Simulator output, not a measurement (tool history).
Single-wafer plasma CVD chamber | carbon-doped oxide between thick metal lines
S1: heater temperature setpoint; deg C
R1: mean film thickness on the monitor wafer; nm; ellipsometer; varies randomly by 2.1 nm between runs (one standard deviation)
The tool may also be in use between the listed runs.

run 1 day=0.000 | S1=345 chamber_pressure_(Pa)=677 RF_power_(W)=495 deposition_time_(s)=152 | R1=805.56
run 2 day=0.067 | S1=346 chamber_pressure_(Pa)=653 RF_power_(W)=470 deposition_time_(s)=151 | R1=770.04
run 3 day=0.304 | S1=346 chamber_pressure_(Pa)=612 RF_power_(W)=470 deposition_time_(s)=151 | R1=765.77
run 4 day=0.412 | S1=347 chamber_pressure_(Pa)=599 RF_power_(W)=450 deposition_time_(s)=150 | R1=742.34
run 5 day=0.754 | S1=347 chamber_pressure_(Pa)=653 RF_power_(W)=450 deposition_time_(s)=150 | R1=745.03
run 6 day=1.029 | S1=347 chamber_pressure_(Pa)=719 RF_power_(W)=450 deposition_time_(s)=150 | R1=755.01
run 7 day=1.067 | S1=348 chamber_pressure_(Pa)=705 RF_power_(W)=435 deposition_time_(s)=149 | R1=731.16
run 8 day=1.254 | S1=349 chamber_pressure_(Pa)=696 RF_power_(W)=425 deposition_time_(s)=149 | R1=716.88
run 9 day=1.279 | S1=350 chamber_pressure_(Pa)=685 RF_power_(W)=415 deposition_time_(s)=149 | R1=703.44
run 10 day=1.329 | S1=351 chamber_pressure_(Pa)=675 RF_power_(W)=410 deposition_time_(s)=149 | R1=695.33

What will run 11 give?
run 11 day=1.688 | S1=352 chamber_pressure_(Pa)=665 RF_power_(W)=405 deposition_time_(s)=149 | R1=?

Logged for run 11: R1 687.11 nm.
